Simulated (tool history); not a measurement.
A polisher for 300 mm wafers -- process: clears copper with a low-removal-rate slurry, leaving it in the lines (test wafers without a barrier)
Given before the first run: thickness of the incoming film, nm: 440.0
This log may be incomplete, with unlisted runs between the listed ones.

run	hour	flow of slurry (ml/min)	pressure of the wafer on the pad (kPa)	speed of the pad under the wafer (cm/s)	abrasive content of the slurry	overpolish time after the end point (s)	time until the end point was called (s)	dishing of a wide line in a test structure (nm)
1	0	290	20.7	100	1	25	129.16	53.026
2	3.8	325	20.7	100	1	25	128.58	50.988
3	11.5	325	20.7	100	1.15	25	127.64	51.751
4	16	330	21.4	100	1.15	22	125.62	49.016
5	22.9	295	21.4	100	1.15	22	124.52	50.894
# hour 26.8: worn pad replaced by a new one
6	26.8	300	22.1	102	1.15	19	105.87	49.839

Run 7 comes next. What will it give?
7	29.6	305	21.4	102	1.15	18	?	?

{"run 7": {"time until the end point was called (s)": 111.45, "dishing of a wide line in a test structure (nm)": 47.659}}
